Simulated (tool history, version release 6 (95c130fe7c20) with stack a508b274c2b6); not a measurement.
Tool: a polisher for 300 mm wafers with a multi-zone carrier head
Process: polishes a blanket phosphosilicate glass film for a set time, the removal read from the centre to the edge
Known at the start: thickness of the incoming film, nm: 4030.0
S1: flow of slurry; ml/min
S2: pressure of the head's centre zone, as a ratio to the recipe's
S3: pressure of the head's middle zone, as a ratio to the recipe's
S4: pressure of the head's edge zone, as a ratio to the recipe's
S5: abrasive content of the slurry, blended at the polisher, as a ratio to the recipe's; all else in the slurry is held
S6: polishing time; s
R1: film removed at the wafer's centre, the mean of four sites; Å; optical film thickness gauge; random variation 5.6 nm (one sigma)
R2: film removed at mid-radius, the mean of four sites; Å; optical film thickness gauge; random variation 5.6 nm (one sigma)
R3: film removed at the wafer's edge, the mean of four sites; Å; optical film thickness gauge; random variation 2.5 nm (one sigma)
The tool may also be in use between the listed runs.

run  hour   S1    S2    S3    S4    S5  S6      R1      R2      R3
  1     0  320     1     1     1     1  33  3399.9  3445.8  3293.9
  2   5.1  275     1     1     1     1  33    3292  3408.8  3243.5
  3  10.1  300  1.04  1.02  1.02     1  33    3486  3471.4  3273.2
  4  11.6  300  1.04  0.98  1.02     1  33  3424.7    3317  3309.2
  5  17.2  300  1.04  1.04  1.02     1  33  3451.4  3672.1  3318.7
  6  18.2  300  0.98  1.04  1.02     1  33  3335.2  3553.5  3332.3
  7  21.5  330  1.03  1.03  1.03  1.05  33  3567.8  3646.3  3440.8

Run 8 comes next. What will it give?
  8  23.2  330  1.13  1.02  1.01  1.2  33   ?   ?   ?

{"run 8": {"R1": 4166.1, "R2": 3899.7, "R3": 3638.9}}
